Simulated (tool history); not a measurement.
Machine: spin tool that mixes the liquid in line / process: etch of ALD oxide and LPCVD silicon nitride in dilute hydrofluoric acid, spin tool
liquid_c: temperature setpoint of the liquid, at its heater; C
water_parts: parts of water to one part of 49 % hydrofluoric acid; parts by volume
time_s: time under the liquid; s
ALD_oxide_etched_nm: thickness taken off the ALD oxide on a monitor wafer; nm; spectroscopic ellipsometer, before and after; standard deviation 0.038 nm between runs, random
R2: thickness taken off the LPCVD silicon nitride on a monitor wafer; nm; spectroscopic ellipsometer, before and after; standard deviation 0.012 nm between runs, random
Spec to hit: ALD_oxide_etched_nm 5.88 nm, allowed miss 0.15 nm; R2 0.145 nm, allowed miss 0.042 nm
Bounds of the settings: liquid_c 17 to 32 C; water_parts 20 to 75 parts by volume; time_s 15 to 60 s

Run 1, hour 0: liquid_c 24 C, water_parts 45 parts by volume, time_s 30 s. Result: ALD_oxide_etched_nm 12.939 nm, R2 0.36499 nm.
Run 2, hour 5.6: liquid_c 24 C, water_parts 45 parts by volume, time_s 45 s. Result: ALD_oxide_etched_nm 19.473 nm, R2 0.58083 nm.
Run 3, hour 9.3: liquid_c 24 C, water_parts 45 parts by volume, time_s 50 s. Result: ALD_oxide_etched_nm 21.674 nm, R2 0.54301 nm.
Run 4, hour 11.8: liquid_c 22 C, water_parts 45 parts by volume, time_s 50 s. Result: ALD_oxide_etched_nm 19.898 nm, R2 0.4712 nm.
Run 5, hour 15.5: liquid_c 22 C, water_parts 45 parts by volume, time_s 40 s. Result: ALD_oxide_etched_nm 15.992 nm, R2 0.47394 nm.
Run 6, hour 18: liquid_c 22 C, water_parts 50 parts by volume, time_s 40 s. Result: ALD_oxide_etched_nm 14.411 nm, R2 0.40226 nm.
At hour 20.6: hydrofluoric acid flow meter replaced.
Run 7, hour 20.6: liquid_c 18 C, water_parts 65 parts by volume, time_s 35 s. Result: ALD_oxide_etched_nm 7.4242 nm, R2 0.18546 nm.
Run 8, hour 25.7: liquid_c 18 C, water_parts 65 parts by volume, time_s 35 s. Result: ALD_oxide_etched_nm 7.3953 nm, R2 0.19424 nm.

Exactly one of the 5 candidate moves below puts every result within its allowed miss. Which one?
Run A, hour 30.8: liquid_c 23.5 C, water_parts 75 parts by volume, time_s 30 s. Result: ALD_oxide_etched_nm ?, R2 ?.
Run B, hour 30.8: liquid_c 18.5 C, water_parts 60 parts by volume, time_s 25 s. Result: ALD_oxide_etched_nm ?, R2 ?.
Run C, hour 30.8: liquid_c 20 C, water_parts 65 parts by volume, time_s 45 s. Result: ALD_oxide_etched_nm ?, R2 ?.
Run D, hour 30.8: liquid_c 23 C, water_parts 65 parts by volume, time_s 25 s. Result: ALD_oxide_etched_nm ?, R2 ?.
Run E, hour 30.8: liquid_c 24 C, water_parts 60 parts by volume, time_s 30 s. Result: ALD_oxide_etched_nm ?, R2 ?.

move  ALD_oxide_etched_nm       R2
   A               6.8087  0.20525
   B               5.8648  0.15107
   C               10.324  0.27918
   D               6.4963  0.19035
   E               8.8548  0.26428
A: closes in on the targets versus the last run, not all within tolerance yet
B: meets every target
C: its largest miss is bigger than the last run's
D: closes in on the targets versus the last run, not all within tolerance yet
E: its largest miss is bigger than the last run's
Answer: B
